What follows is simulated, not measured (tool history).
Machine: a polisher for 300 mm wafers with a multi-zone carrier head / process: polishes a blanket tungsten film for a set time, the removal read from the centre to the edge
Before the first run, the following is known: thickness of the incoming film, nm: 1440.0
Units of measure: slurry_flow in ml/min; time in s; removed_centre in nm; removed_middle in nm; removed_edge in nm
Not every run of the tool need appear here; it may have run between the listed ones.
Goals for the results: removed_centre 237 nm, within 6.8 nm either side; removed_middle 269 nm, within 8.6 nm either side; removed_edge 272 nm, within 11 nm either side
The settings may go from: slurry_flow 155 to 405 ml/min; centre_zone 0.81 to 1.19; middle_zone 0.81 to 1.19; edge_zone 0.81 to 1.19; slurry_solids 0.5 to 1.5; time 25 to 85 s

| run | hour | slurry_flow | centre_zone | middle_zone | edge_zone | slurry_solids | time | removed_centre | removed_middle | removed_edge |
|---|---|---|---|---|---|---|---|---|---|---|
| 1 | 0 | 260 | 1 | 1 | 1 | 1 | 55 | 209.18 | 188.89 | 188.24 |
| 2 | 5.8 | 260 | 1 | 0.97 | 1 | 1 | 55 | 207.41 | 181.37 | 186.74 |
| 3 | 12.7 | 260 | 0.96 | 1 | 1.05 | 1.15 | 57 | 218.66 | 199.14 | 206.38 |
| 4 | 19.2 | 260 | 0.9 | 1 | 1.05 | 1.15 | 57 | 202.66 | 203.16 | 203.89 |
| 5 | 23.5 | 235 | 0.9 | 1 | 1.05 | 1.15 | 57 | 200.89 | 200.69 | 202.5 |
| 6 | 24.2 | 235 | 0.9 | 0.92 | 1.05 | 1.15 | 57 | 205.46 | 188.73 | 200.46 |
| 7 | 31.6 | 245 | 0.88 | 0.97 | 1.09 | 1.25 | 59 | 207.64 | 207.19 | 217.62 |
| 8 | 35.2 | 255 | 0.89 | 1.01 | 1.12 | 1.3 | 60 | 218.55 | 220.94 | 226.73 |

Below are 5 possible settings for the next run. Only one of them brings all results inside the allowed miss of their targets. Which is it?
| A | 38.8 | 235 | 0.83 | 1.13 | 1.07 | 1.25 | 74 | ? | ? | ? |
| B | 38.8 | 275 | 0.92 | 1.11 | 1.04 | 1.4 | 65 | ? | ? | ? |
| C | 38.8 | 315 | 0.81 | 1.06 | 1.18 | 1.45 | 67 | ? | ? | ? |
| D | 38.8 | 235 | 0.82 | 0.99 | 1.19 | 1.25 | 70 | ? | ? | ? |
| E | 38.8 | 245 | 0.82 | 1 | 1.19 | 1.35 | 69 | ? | ? | ? |

| move | removed_centre | removed_middle | removed_edge |
|---|---|---|---|
| A | 249.75 | 292.16 | 272.53 |
| B | 250.66 | 263.62 | 246.15 |
| C | 236.06 | 266.48 | 272.8 |
| D | 233.56 | 246.9 | 270.59 |
| E | 235.89 | 251.38 | 272.91 |
A: pushes the last run's worst result past its target
B: the worst result of the last run now meets its target, but another is out of spec
C: every result lands within tolerance
D: nearer the targets than the last run, but a result is still out of spec
E: nearer the targets than the last run, but a result is still out of spec
C is the move that brings every result within its allowed miss.
